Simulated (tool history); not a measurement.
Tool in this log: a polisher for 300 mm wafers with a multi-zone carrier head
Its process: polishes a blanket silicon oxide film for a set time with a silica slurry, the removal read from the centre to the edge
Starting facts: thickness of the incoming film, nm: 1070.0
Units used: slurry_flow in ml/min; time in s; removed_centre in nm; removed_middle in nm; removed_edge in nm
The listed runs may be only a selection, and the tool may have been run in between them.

Run 1, hour 0: slurry_flow 205 ml/min, centre_zone 1, middle_zone 1, edge_zone 1, slurry_solids 1, time 43 s. Result: removed_centre 123.4 nm, removed_middle 122.08 nm, removed_edge 126.99 nm.
Run 2, hour 4.2: slurry_flow 220 ml/min, centre_zone 1.02, middle_zone 1.05, edge_zone 1.04, slurry_solids 1.05, time 43 s. Result: removed_centre 129.95 nm, removed_middle 132.19 nm, removed_edge 132.6 nm.
Run 3, hour 6.4: slurry_flow 230 ml/min, centre_zone 1.03, middle_zone 1.07, edge_zone 1.07, slurry_solids 1.1, time 43 s. Result: removed_centre 131.22 nm, removed_middle 135.73 nm, removed_edge 136.18 nm.
Run 4, hour 13.2: slurry_flow 230 ml/min, centre_zone 1.03, middle_zone 1.07, edge_zone 1.07, slurry_solids 1.1, time 36 s. Result: removed_centre 112.84 nm, removed_middle 114.64 nm, removed_edge 113.57 nm.
Run 5, hour 21: slurry_flow 230 ml/min, centre_zone 1.03, middle_zone 1.07, edge_zone 1.01, slurry_solids 1.1, time 36 s. Result: removed_centre 111.9 nm, removed_middle 115.17 nm, removed_edge 113.34 nm.
Run 6, hour 28.2: slurry_flow 230 ml/min, centre_zone 1.03, middle_zone 1.03, edge_zone 1.01, slurry_solids 1.1, time 36 s. Result: removed_centre 110.69 nm, removed_middle 111.52 nm, removed_edge 112.03 nm.
Run 7, hour 35.5: slurry_flow 275 ml/min, centre_zone 1.08, middle_zone 1.13, edge_zone 1.11, slurry_solids 1.35, time 38 s. Result: removed_centre 137.78 nm, removed_middle 140.89 nm, removed_edge 133.71 nm.
Run 8, hour 43.5: slurry_flow 270 ml/min, centre_zone 1.07, middle_zone 1.13, edge_zone 1.12, slurry_solids 1.4, time 39 s. Result: removed_centre 143.11 nm, removed_middle 144.47 nm, removed_edge 139.91 nm.
Run 9, hour 44.3: slurry_flow 270 ml/min, centre_zone 1.06, middle_zone 1.14, edge_zone 1.13, slurry_solids 1.45, time 40 s. Result: removed_centre 142.5 nm, removed_middle 151.68 nm, removed_edge 149.42 nm.
Run 10, hour 47.7: slurry_flow 275 ml/min, centre_zone 1.07, middle_zone 1.15, edge_zone 1.14, slurry_solids 1.45, time 40 s. Result: removed_centre 147.94 nm, removed_middle 155.29 nm, removed_edge 147.68 nm.

What does the tool deliver on the next run?
Run 11, hour 56.3: slurry_flow 285 ml/min, centre_zone 1.06, middle_zone 1.14, edge_zone 1.18, slurry_solids 1.5, time 40 s. Result: removed_centre ?, removed_middle ?, removed_edge ?.

{"run 11": {"removed_centre": 150.13, "removed_middle": 154.53, "removed_edge": 152.91}}
